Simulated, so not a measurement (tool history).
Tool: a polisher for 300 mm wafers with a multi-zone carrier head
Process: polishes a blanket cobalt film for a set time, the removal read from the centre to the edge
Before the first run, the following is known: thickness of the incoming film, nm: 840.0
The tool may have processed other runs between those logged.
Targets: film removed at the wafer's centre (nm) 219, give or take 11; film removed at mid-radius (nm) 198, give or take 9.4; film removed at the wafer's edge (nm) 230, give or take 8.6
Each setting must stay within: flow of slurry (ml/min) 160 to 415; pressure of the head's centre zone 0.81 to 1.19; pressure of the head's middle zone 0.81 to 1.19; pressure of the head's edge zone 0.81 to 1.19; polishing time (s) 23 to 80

run	hour	flow of slurry (ml/min)	pressure of the head's centre zone	pressure of the head's middle zone	pressure of the head's edge zone	polishing time (s)	film removed at the wafer's centre (nm)	film removed at mid-radius (nm)	film removed at the wafer's edge (nm)
1	0	265	1	1	1	51	340.21	337.79	347.03
2	8.8	265	0.94	1	1	51	320.23	337.57	357.38
3	14.2	260	0.94	0.98	0.99	48	299.84	313.9	337.72
4	19.9	260	0.95	0.96	0.98	45	291.26	290.97	307.38
5	24.9	260	0.95	1.03	0.98	45	286.12	304.16	303.16
6	32.8	260	1.01	1.03	0.98	45	311.94	301.92	307.19
7	36.4	235	0.94	0.93	0.95	31	197.98	194.07	203.75
8	42.1	245	0.95	0.92	0.97	31	195.14	190.53	210.59
9	44	265	1.05	0.93	1.01	34	242.48	212.14	238.2
10	50	260	1.04	0.92	1.01	34	239.01	212.51	235.36
11	54.3	255	1.03	0.91	1.01	34	241.33	204.44	232.52
12	62.8	255	1.03	0.91	1.01	34	227.05	205.75	236.13
13	69.9	250	1.03	0.91	1.01	34	243.62	204.17	235.52
14	74.8	265	0.95	0.9	1.01	32	202.13	191.99	215.98
15	79.1	265	0.96	0.9	1.02	32	209.47	191.9	225.17

Of the 4 settings listed for the next run, only one would bring every result within its allowed miss of target. Which one?
A	83.4	270	0.9	0.93	0.89	35	?	?	?
B	83.4	175	1.03	0.85	1.03	32	?	?	?
C	83.4	270	0.99	0.89	1.05	33	?	?	?
D	83.4	250	0.94	0.88	1.03	32	?	?	?

move	film removed at the wafer's centre (nm)	film removed at mid-radius (nm)	film removed at the wafer's edge (nm)
A	211.23	216.44	227.63
B	213.04	177.49	217.71
C	219.19	196.61	232.28
D	200.45	187.86	222.19
A: puts the biggest miss on target and leaves a different result outside tolerance
B: puts the biggest miss on target and leaves a different result outside tolerance
C: every result lands within tolerance
D: misses by more than the last run did
Move C is the one to make.

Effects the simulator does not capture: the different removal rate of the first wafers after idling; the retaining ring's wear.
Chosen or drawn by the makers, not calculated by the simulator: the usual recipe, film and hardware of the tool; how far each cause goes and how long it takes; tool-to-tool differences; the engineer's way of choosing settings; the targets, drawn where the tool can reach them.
